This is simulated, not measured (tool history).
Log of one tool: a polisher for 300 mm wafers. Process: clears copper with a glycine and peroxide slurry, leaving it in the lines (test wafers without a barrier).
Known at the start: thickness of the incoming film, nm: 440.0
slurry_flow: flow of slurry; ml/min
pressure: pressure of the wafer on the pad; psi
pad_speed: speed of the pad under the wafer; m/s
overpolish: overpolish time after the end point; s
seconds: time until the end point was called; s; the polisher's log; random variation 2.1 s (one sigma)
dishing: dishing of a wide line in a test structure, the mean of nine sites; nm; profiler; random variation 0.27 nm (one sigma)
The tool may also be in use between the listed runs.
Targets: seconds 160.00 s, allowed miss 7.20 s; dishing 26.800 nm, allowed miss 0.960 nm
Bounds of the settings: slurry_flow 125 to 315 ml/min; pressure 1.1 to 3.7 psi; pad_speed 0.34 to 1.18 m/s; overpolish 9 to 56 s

run 1 hour=0.0 | slurry_flow=205 pressure=2.4 pad_speed=0.76 overpolish=29 | seconds=127.18 dishing=50.655
run 2 hour=8.3 | slurry_flow=205 pressure=2.0 pad_speed=0.76 overpolish=29 | seconds=138.27 dishing=48.304
run 3 hour=15.7 | slurry_flow=155 pressure=2.0 pad_speed=0.76 overpolish=29 | seconds=143.22 dishing=47.450
run 4 hour=24.0 | slurry_flow=155 pressure=2.0 pad_speed=0.64 overpolish=29 | seconds=159.24 dishing=43.534
run 5 hour=29.5 | slurry_flow=155 pressure=2.0 pad_speed=0.64 overpolish=25 | seconds=162.12 dishing=39.062
run 6 hour=37.2 | slurry_flow=155 pressure=2.1 pad_speed=0.64 overpolish=22 | seconds=156.10 dishing=35.946
run 7 hour=39.4 | slurry_flow=155 pressure=2.1 pad_speed=0.62 overpolish=20 | seconds=164.11 dishing=32.850
run 8 hour=43.0 | slurry_flow=155 pressure=2.2 pad_speed=0.62 overpolish=18 | seconds=157.64 dishing=30.106
run 9 hour=45.7 | slurry_flow=155 pressure=2.2 pad_speed=0.62 overpolish=17 | seconds=157.45 dishing=28.373

Which of these 4 next moves meets every target?
run A hour=48.4 | slurry_flow=150 pressure=1.9 pad_speed=0.68 overpolish=16 | seconds=? dishing=?
run B hour=48.4 | slurry_flow=160 pressure=1.6 pad_speed=0.64 overpolish=19 | seconds=? dishing=?
run C hour=48.4 | slurry_flow=145 pressure=2.2 pad_speed=0.60 overpolish=19 | seconds=? dishing=?
run D hour=48.4 | slurry_flow=175 pressure=1.9 pad_speed=0.66 overpolish=18 | seconds=? dishing=?

move=A seconds=159.76 dishing=27.378
move=B seconds=175.67 dishing=29.266
move=C seconds=165.45 dishing=30.921
move=D seconds=159.83 dishing=30.281
A: meets every target
B: further off than the last run
C: further off than the last run
D: further off than the last run
Answer: A

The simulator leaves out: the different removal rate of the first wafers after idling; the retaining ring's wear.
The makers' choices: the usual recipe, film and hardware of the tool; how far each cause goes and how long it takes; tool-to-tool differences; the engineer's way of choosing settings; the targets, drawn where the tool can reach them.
